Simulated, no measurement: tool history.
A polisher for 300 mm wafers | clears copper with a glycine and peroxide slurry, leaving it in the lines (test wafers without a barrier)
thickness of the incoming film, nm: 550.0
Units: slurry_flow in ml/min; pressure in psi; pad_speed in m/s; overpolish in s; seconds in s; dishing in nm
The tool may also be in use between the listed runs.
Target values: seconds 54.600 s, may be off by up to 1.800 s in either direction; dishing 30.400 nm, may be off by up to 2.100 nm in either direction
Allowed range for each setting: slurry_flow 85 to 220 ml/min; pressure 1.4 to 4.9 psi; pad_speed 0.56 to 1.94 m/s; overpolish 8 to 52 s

run,hour,slurry_flow,pressure,pad_speed,overpolish,seconds,dishing
1,0.0,140,3.1,1.24,26,57.921,43.449
2,1.1,125,2.9,1.40,21,55.480,43.264
3,5.0,150,2.7,1.44,17,54.414,42.231
4,12.5,130,2.7,1.44,17,56.064,41.151
5,18.5,130,2.7,1.44,22,56.648,42.845
6,22.0,130,2.6,1.48,18,55.943,41.380
7,25.7,115,2.3,1.60,15,57.234,37.687
8,32.5,105,2.1,1.70,13,58.062,37.160
9,39.8,100,2.0,1.76,12,60.573,34.421
10,48.2,95,2.0,1.82,11,57.715,33.398
11,49.5,90,2.0,1.86,10,58.038,31.347
12,50.1,90,2.1,1.86,10,56.209,33.129

Which of these 4 next moves meets every target?
A,50.7,115,2.4,1.56,13,?,?
B,50.7,95,2.1,1.76,9,?,?
C,50.7,90,2.3,1.72,15,?,?
D,50.7,85,2.6,1.68,8,?,?

move,seconds,dishing
A,57.445,37.339
B,58.323,31.363
C,56.947,38.874
D,54.473,30.900
A: misses by more than the last run did
B: the worst result of the last run now meets its target, but another is out of spec
C: misses by more than the last run did
D: hits every target within its allowed miss
D meets every target.
